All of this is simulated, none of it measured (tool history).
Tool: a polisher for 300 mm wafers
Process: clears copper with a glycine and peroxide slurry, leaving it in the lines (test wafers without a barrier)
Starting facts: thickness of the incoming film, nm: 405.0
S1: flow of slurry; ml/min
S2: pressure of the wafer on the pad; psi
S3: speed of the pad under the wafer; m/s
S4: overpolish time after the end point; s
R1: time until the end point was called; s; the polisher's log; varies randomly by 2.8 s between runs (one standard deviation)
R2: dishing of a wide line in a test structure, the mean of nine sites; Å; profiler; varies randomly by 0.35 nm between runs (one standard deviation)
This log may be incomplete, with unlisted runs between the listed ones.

run,hour,S1,S2,S3,S4,R1,R2
1,0.0,125,3.3,0.76,24,103.270,222.16
2,7.7,140,3.3,0.76,24,98.252,217.62
3,11.5,140,3.3,0.76,20,99.601,219.22
4,15.1,130,2.9,0.74,24,113.680,223.78
5,20.2,130,2.9,0.88,24,100.410,225.86
6,27.6,125,2.5,0.84,23,115.800,219.06

Predict the results of run 7:
7,33.9,120,2.2,0.82,28,?,?

Run 7 gave R1 135.350 s, R2 225.47 Å.

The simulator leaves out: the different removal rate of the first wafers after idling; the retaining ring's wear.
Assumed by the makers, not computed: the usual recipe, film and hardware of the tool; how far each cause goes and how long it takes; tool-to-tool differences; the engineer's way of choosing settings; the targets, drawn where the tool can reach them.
